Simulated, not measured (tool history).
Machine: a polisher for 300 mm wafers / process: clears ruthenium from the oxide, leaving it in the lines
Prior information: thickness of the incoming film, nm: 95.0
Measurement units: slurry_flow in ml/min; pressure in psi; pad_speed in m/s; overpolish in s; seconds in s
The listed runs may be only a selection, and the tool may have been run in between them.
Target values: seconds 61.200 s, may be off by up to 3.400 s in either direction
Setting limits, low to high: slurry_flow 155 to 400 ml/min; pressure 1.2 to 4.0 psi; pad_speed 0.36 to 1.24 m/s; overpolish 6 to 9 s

run,hour,slurry_flow,pressure,pad_speed,overpolish,seconds
1,0.0,255,2.6,0.80,9,109.540
2,4.7,255,2.8,0.80,9,102.710
3,12.2,255,3.2,0.80,9,87.560
4,14.2,255,3.4,0.82,9,80.860
5,16.0,255,3.4,0.98,9,69.352
6,20.4,255,3.4,0.88,9,75.165
7,24.6,255,3.4,0.88,9,78.527
8,29.1,255,3.6,0.90,9,70.842
9,30.1,255,3.7,0.90,9,67.548
10,37.5,255,3.8,0.90,9,66.855
11,43.3,255,3.9,0.90,9,66.783

Which one of the following 5 next-run settings gets every result inside its allowed miss? There is exactly one.
A,49.1,250,4.0,1.12,7,?
B,49.1,290,4.0,0.92,9,?
C,49.1,295,3.3,0.92,7,?
D,49.1,240,4.0,0.86,9,?
E,49.1,285,3.8,0.88,9,?

move,seconds
A,50.660
B,60.425
C,72.817
D,65.864
E,66.463
A: moves the result that the last run missed by most past its target, out the other side
B: all results in spec
C: moves away from the targets compared with the last run
D: nearer the targets than the last run, but a result is still out of spec
E: nearer the targets than the last run, but a result is still out of spec
So the answer is move B, the one that meets all the targets.
